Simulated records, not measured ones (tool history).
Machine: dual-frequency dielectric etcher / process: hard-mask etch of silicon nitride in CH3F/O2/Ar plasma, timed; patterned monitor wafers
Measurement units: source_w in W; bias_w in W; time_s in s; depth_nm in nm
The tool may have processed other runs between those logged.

run,day,source_w,bias_w,time_s,depth_nm
1,0.000,500,54,239.5,181.02
2,0.333,450,52,239.5,169.70
3,0.588,400,52,239.5,160.62
4,0.954,400,52,251.0,168.22
5,0.983,380,52,251.0,164.14
6,1.275,370,52,251.0,161.37
# day 1.421: wet clean of the chamber
7,1.421,320,51,251.0,143.36
8,1.688,330,51,251.0,146.00

The next listed run, before its measurement:
9,1.896,400,53,251.0,?

depth_nm: 162.91 nm
